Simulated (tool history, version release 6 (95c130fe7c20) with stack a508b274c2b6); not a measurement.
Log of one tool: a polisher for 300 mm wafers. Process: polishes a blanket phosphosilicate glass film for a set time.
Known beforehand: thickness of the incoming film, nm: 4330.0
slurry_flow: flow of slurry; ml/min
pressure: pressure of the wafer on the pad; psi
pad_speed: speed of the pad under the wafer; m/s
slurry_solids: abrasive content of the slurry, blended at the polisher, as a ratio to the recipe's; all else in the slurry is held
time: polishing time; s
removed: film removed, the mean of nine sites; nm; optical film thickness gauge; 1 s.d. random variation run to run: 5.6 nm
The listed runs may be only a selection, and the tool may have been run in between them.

Run 1, hour 0.0: slurry_flow 240 ml/min, pressure 2.3 psi, pad_speed 1.14 m/s, slurry_solids 1.0, time 96 s. Result: removed 790.38 nm.
Run 2, hour 3.6: slurry_flow 240 ml/min, pressure 2.3 psi, pad_speed 1.42 m/s, slurry_solids 1.0, time 96 s. Result: removed 954.49 nm.
Run 3, hour 5.4: slurry_flow 240 ml/min, pressure 2.3 psi, pad_speed 1.30 m/s, slurry_solids 1.0, time 96 s. Result: removed 867.68 nm.
Run 4, hour 6.7: slurry_flow 240 ml/min, pressure 2.1 psi, pad_speed 1.28 m/s, slurry_solids 1.0, time 96 s. Result: removed 834.69 nm.
Run 5, hour 9.1: slurry_flow 240 ml/min, pressure 1.9 psi, pad_speed 1.20 m/s, slurry_solids 1.0, time 96 s. Result: removed 737.26 nm.
Run 6, hour 14.3: slurry_flow 200 ml/min, pressure 1.9 psi, pad_speed 1.20 m/s, slurry_solids 1.0, time 96 s. Result: removed 726.54 nm.
Run 7, hour 22.1: slurry_flow 200 ml/min, pressure 1.8 psi, pad_speed 1.14 m/s, slurry_solids 1.0, time 96 s. Result: removed 678.01 nm.
Run 8, hour 24.7: slurry_flow 200 ml/min, pressure 1.7 psi, pad_speed 1.10 m/s, slurry_solids 1.0, time 96 s. Result: removed 644.95 nm.
Run 9, hour 31.2: slurry_flow 200 ml/min, pressure 1.6 psi, pad_speed 1.06 m/s, slurry_solids 1.0, time 96 s. Result: removed 597.80 nm.
Run 10, hour 34.8: slurry_flow 200 ml/min, pressure 1.5 psi, pad_speed 1.04 m/s, slurry_solids 1.0, time 96 s. Result: removed 579.25 nm.
Run 11, hour 38.0: slurry_flow 200 ml/min, pressure 1.4 psi, pad_speed 1.00 m/s, slurry_solids 1.0, time 96 s. Result: removed 539.47 nm.

Predict the results of run 12:
Run 12, hour 46.8: slurry_flow 200 ml/min, pressure 1.3 psi, pad_speed 0.98 m/s, slurry_solids 1.0, time 96 s. Result: removed ?.

Run 12 produced removed 503.63 nm.
